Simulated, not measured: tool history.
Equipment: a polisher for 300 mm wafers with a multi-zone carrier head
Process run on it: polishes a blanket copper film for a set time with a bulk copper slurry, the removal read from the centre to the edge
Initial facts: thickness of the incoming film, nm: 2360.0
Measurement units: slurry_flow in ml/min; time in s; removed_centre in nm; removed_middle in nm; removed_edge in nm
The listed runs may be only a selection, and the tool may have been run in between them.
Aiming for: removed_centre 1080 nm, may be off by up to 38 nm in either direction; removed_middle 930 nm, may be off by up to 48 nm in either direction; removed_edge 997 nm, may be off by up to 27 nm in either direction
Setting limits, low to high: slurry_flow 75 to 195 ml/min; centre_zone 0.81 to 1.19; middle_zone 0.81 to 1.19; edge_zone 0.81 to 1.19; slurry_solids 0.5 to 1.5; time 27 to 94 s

Run 1, day 0: slurry_flow 125 ml/min, centre_zone 1, middle_zone 1, edge_zone 1, slurry_solids 1, time 60 s. Result: removed_centre 605.5 nm, removed_middle 572.27 nm, removed_edge 604.02 nm.
Run 2, day 0.092: slurry_flow 130 ml/min, centre_zone 1.02, middle_zone 1.01, edge_zone 1.02, slurry_solids 1.1, time 62 s. Result: removed_centre 642.35 nm, removed_middle 621.14 nm, removed_edge 641.19 nm.
Run 3, day 0.179: slurry_flow 135 ml/min, centre_zone 1.04, middle_zone 1, edge_zone 1.04, slurry_solids 1.15, time 65 s. Result: removed_centre 699.39 nm, removed_middle 651.76 nm, removed_edge 684.68 nm.
Run 4, day 0.208: slurry_flow 140 ml/min, centre_zone 1.05, middle_zone 1, edge_zone 1.05, slurry_solids 1.2, time 68 s. Result: removed_centre 754.31 nm, removed_middle 687.93 nm, removed_edge 728.57 nm.
Run 5, day 0.375: slurry_flow 140 ml/min, centre_zone 1.05, middle_zone 1, edge_zone 1.05, slurry_solids 1.35, time 68 s. Result: removed_centre 767.36 nm, removed_middle 703.51 nm, removed_edge 753.9 nm.
Run 6, day 0.596: slurry_flow 145 ml/min, centre_zone 1.06, middle_zone 1, edge_zone 1.06, slurry_solids 1.35, time 70 s. Result: removed_centre 805.15 nm, removed_middle 733.63 nm, removed_edge 785.25 nm.
Run 7, day 0.858: slurry_flow 150 ml/min, centre_zone 1.07, middle_zone 1, edge_zone 1.07, slurry_solids 1.35, time 72 s. Result: removed_centre 822.8 nm, removed_middle 771.56 nm, removed_edge 804.89 nm.
Run 8, day 1.042: slurry_flow 150 ml/min, centre_zone 1.08, middle_zone 0.99, edge_zone 1.07, slurry_solids 1.35, time 74 s. Result: removed_centre 854.05 nm, removed_middle 774.53 nm, removed_edge 834.19 nm.
Run 9, day 1.2: slurry_flow 150 ml/min, centre_zone 1.09, middle_zone 0.99, edge_zone 1.07, slurry_solids 1.35, time 75 s. Result: removed_centre 891.3 nm, removed_middle 795.54 nm, removed_edge 846.42 nm.
Run 10, day 1.554: slurry_flow 150 ml/min, centre_zone 1.1, middle_zone 0.99, edge_zone 1.08, slurry_solids 1.35, time 76 s. Result: removed_centre 888.44 nm, removed_middle 784.05 nm, removed_edge 862.25 nm.
Run 11, day 1.917: slurry_flow 155 ml/min, centre_zone 1.11, middle_zone 0.99, edge_zone 1.08, slurry_solids 1.35, time 77 s. Result: removed_centre 941.75 nm, removed_middle 794.89 nm, removed_edge 878.71 nm.
Run 12, day 2.05: slurry_flow 160 ml/min, centre_zone 1.11, middle_zone 1, edge_zone 1.09, slurry_solids 1.35, time 78 s. Result: removed_centre 950.01 nm, removed_middle 808.45 nm, removed_edge 893.89 nm.

Which single option among these 5 for the next run brings every result within its allowed miss of target? Just one does.
Run A, day 2.183: slurry_flow 175 ml/min, centre_zone 1.02, middle_zone 0.84, edge_zone 1.19, slurry_solids 1.4, time 87 s. Result: removed_centre ?, removed_middle ?, removed_edge ?.
Run B, day 2.183: slurry_flow 185 ml/min, centre_zone 1.13, middle_zone 1.02, edge_zone 1.01, slurry_solids 1.5, time 83 s. Result: removed_centre ?, removed_middle ?, removed_edge ?.
Run C, day 2.183: slurry_flow 195 ml/min, centre_zone 1.08, middle_zone 0.95, edge_zone 1.02, slurry_solids 1.45, time 86 s. Result: removed_centre ?, removed_middle ?, removed_edge ?.
Run D, day 2.183: slurry_flow 160 ml/min, centre_zone 1.19, middle_zone 0.93, edge_zone 1.14, slurry_solids 1.15, time 72 s. Result: removed_centre ?, removed_middle ?, removed_edge ?.
Run E, day 2.183: slurry_flow 155 ml/min, centre_zone 1.14, middle_zone 0.88, edge_zone 1.15, slurry_solids 1.4, time 66 s. Result: removed_centre ?, removed_middle ?, removed_edge ?.

move  removed_centre  removed_middle  removed_edge
   A          994.09          833.33        1052.9
   B          1059.4          920.16        940.62
   C          1057.9          911.28        979.39
   D          892.01          699.38        813.18
   E          811.05          637.73        773.03
A: carries the result that was furthest off beyond its target, to the other side
B: moves toward the targets from the last run without getting all of them in spec
C: each result inside its tolerance
D: further off than the last run
E: further off than the last run
Answer: C
